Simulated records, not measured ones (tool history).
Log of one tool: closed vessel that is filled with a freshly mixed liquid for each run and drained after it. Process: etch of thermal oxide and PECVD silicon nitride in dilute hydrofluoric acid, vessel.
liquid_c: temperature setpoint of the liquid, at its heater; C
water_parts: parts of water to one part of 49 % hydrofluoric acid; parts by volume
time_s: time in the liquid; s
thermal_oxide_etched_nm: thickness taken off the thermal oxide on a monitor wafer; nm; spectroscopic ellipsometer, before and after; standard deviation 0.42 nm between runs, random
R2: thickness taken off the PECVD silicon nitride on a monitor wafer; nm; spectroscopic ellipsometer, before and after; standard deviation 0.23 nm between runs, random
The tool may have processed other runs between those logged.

run 1 day=0.000 | liquid_c=24.0 water_parts=255 time_s=1800 | thermal_oxide_etched_nm=30.274 R2=28.007
run 2 day=0.212 | liquid_c=21.0 water_parts=255 time_s=1800 | thermal_oxide_etched_nm=27.077 R2=23.229
run 3 day=0.400 | liquid_c=21.0 water_parts=220 time_s=1710 | thermal_oxide_etched_nm=30.340 R2=25.262
run 4 day=0.521 | liquid_c=21.0 water_parts=220 time_s=2030 | thermal_oxide_etched_nm=36.339 R2=30.392
run 5 day=0.800 | liquid_c=21.0 water_parts=220 time_s=2615 | thermal_oxide_etched_nm=47.552 R2=39.249
run 6 day=0.867 | liquid_c=20.0 water_parts=215 time_s=2590 | thermal_oxide_etched_nm=46.729 R2=37.479
run 7 day=1.050 | liquid_c=19.0 water_parts=210 time_s=2570 | thermal_oxide_etched_nm=45.032 R2=35.449
run 8 day=1.288 | liquid_c=18.5 water_parts=205 time_s=2535 | thermal_oxide_etched_nm=45.537 R2=34.247
run 9 day=1.654 | liquid_c=18.0 water_parts=205 time_s=2535 | thermal_oxide_etched_nm=44.242 R2=32.838
run 10 day=1.862 | liquid_c=17.5 water_parts=205 time_s=2540 | thermal_oxide_etched_nm=43.391 R2=31.715

Run 11 has not been measured yet. What should we expect?
run 11 day=2.225 | liquid_c=17.5 water_parts=205 time_s=2545 | thermal_oxide_etched_nm=? R2=?

{"run 11": {"thermal_oxide_etched_nm": 43.388, "R2": 32.244}}

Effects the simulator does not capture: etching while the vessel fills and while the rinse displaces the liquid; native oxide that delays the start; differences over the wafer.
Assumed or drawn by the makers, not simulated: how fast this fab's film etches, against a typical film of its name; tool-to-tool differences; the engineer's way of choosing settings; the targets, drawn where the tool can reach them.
